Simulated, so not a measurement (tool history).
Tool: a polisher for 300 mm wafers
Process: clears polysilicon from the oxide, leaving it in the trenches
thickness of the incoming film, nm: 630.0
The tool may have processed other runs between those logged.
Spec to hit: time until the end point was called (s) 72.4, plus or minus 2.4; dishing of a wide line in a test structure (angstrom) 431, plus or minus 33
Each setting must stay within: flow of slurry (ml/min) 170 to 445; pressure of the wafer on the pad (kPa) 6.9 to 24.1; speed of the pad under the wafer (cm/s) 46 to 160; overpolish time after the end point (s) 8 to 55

| run | hour | flow of slurry (ml/min) | pressure of the wafer on the pad (kPa) | speed of the pad under the wafer (cm/s) | overpolish time after the end point (s) | time until the end point was called (s) | dishing of a wide line in a test structure (angstrom) |
|---|---|---|---|---|---|---|---|
| 1 | 0 | 285 | 15.2 | 102 | 28 | 66.45 | 596.36 |
| 2 | 7.9 | 285 | 15.2 | 78 | 28 | 85.833 | 579.84 |
| 3 | 16.1 | 300 | 15.9 | 76 | 25 | 84.399 | 605.24 |
| 4 | 17.7 | 300 | 15.9 | 76 | 17 | 82.63 | 548.05 |
| 5 | 24.7 | 300 | 15.9 | 98 | 17 | 64.394 | 571.49 |
| 6 | 30.7 | 330 | 15.9 | 98 | 17 | 65.235 | 603.45 |
| 7 | 33.3 | 305 | 15.9 | 98 | 15 | 63.83 | 577.07 |
| 8 | 41.6 | 280 | 15.2 | 98 | 14 | 68.09 | 544.26 |
| 9 | 46.3 | 260 | 15.2 | 98 | 13 | 68.016 | 527.05 |
|  | 48 | worn pad replaced by a new one |
| 10 | 48 | 245 | 15.2 | 98 | 12 | 61.101 | 555.22 |
| 11 | 55 | 235 | 14.5 | 100 | 11 | 64.16 | 515.71 |
| 12 | 59.7 | 170 | 10.3 | 118 | 8 | 76.029 | 418.33 |
| 13 | 60.4 | 170 | 10.3 | 118 | 8 | 76.512 | 429.45 |
| 14 | 63.7 | 170 | 10.3 | 120 | 8 | 74.827 | 420 |

Exactly one of the 4 candidate moves below puts every result within its allowed miss. Which one?
| A | 67 | 210 | 11 | 124 | 11 | ? | ? |
| B | 67 | 170 | 11 | 116 | 8 | ? | ? |
| C | 67 | 170 | 9 | 134 | 8 | ? | ? |
| D | 67 | 205 | 11.7 | 120 | 12 | ? | ? |

| move | time until the end point was called (s) | dishing of a wide line in a test structure (angstrom) |
|---|---|---|
| A | 67.813 | 521.05 |
| B | 73.556 | 437.25 |
| C | 77.916 | 424.18 |
| D | 66.176 | 540.87 |
A: carries the result that was furthest off beyond its target, to the other side
B: every result lands within tolerance
C: its largest miss is bigger than the last run's
D: carries the result that was furthest off beyond its target, to the other side
B is the move that brings every result within its allowed miss.

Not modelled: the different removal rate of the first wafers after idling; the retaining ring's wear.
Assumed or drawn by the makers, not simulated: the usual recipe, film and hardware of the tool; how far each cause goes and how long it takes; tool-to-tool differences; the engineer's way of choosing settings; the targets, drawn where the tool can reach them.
